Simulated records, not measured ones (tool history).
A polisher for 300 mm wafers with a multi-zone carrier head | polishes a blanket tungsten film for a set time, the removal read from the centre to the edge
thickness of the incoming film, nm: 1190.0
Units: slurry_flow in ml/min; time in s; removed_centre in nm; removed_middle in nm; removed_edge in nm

Run 1, hour 0: slurry_flow 230 ml/min, centre_zone 1, middle_zone 1, edge_zone 1, slurry_solids 1, time 54 s. Result: removed_centre 281.62 nm, removed_middle 273.31 nm, removed_edge 290.48 nm.
Run 2, hour 3.3: slurry_flow 230 ml/min, centre_zone 0.96, middle_zone 1, edge_zone 1, slurry_solids 1, time 54 s. Result: removed_centre 273.81 nm, removed_middle 275.88 nm, removed_edge 290.98 nm.
Run 3, hour 7.6: slurry_flow 220 ml/min, centre_zone 0.97, middle_zone 0.96, edge_zone 1.01, slurry_solids 1, time 54 s. Result: removed_centre 269.45 nm, removed_middle 268.92 nm, removed_edge 286.21 nm.
Run 4, hour 13.4: slurry_flow 230 ml/min, centre_zone 1, middle_zone 0.92, edge_zone 1.05, slurry_solids 0.95, time 54 s. Result: removed_centre 278.86 nm, removed_middle 258.33 nm, removed_edge 281.04 nm.
Run 5, hour 14.5: slurry_flow 230 ml/min, centre_zone 1, middle_zone 0.92, edge_zone 1.05, slurry_solids 0.95, time 44 s. Result: removed_centre 225.44 nm, removed_middle 209.59 nm, removed_edge 236.18 nm.
Run 6, hour 15.8: slurry_flow 230 ml/min, centre_zone 1, middle_zone 0.92, edge_zone 1.05, slurry_solids 0.85, time 44 s. Result: removed_centre 218.35 nm, removed_middle 200.76 nm, removed_edge 228.87 nm.
Run 7, hour 20.7: slurry_flow 240 ml/min, centre_zone 1.01, middle_zone 0.91, edge_zone 1.09, slurry_solids 0.95, time 45 s. Result: removed_centre 235.67 nm, removed_middle 211 nm, removed_edge 250.1 nm.

Run 8 comes next. What will it give?
Run 8, hour 24: slurry_flow 305 ml/min, centre_zone 1.08, middle_zone 0.97, edge_zone 1.19, slurry_solids 1.1, time 45 s. Result: removed_centre ?, removed_middle ?, removed_edge ?.

removed_centre: 271.44 nm
removed_middle: 235.22 nm
removed_edge: 272.44 nm
